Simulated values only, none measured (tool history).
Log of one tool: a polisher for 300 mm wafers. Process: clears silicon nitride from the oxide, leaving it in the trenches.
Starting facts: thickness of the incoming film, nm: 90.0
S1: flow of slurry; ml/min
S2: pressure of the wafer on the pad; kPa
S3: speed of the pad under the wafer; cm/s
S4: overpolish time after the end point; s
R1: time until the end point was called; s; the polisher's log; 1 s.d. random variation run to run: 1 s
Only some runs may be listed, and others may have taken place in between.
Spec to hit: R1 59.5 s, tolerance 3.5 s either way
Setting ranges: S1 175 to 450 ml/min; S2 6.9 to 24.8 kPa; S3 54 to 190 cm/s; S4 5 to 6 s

run,day,S1,S2,S3,S4,R1
1,0,290,15.9,122,6,89.486
2,0.204,290,17.2,124,6,80.222
3,0.383,290,17.2,108,6,95
4,0.688,290,18.6,110,6,83.794
5,0.717,290,20,110,6,79.639
6,0.783,290,20.7,112,6,72.441
7,1.067,290,21.4,112,6,73.022
8,1.242,290,22.1,114,6,68.105

Exercise: of the 4 proposed moves below, exactly one satisfies all targets within the stated allowed misses. Which move is it?
A,1.417,310,24.8,116,6,?
B,1.417,290,20,106,5,?
C,1.417,320,22.1,112,6,?
D,1.417,385,17.9,140,5,?

move,R1
A,59.201
B,80.301
C,68.546
D,66.622
A: hits every target within its allowed miss
B: the biggest miss grows against the last run
C: the biggest miss grows against the last run
D: nearer the targets than the last run, but a result is still out of spec
So the answer is move A, the one that meets all the targets.
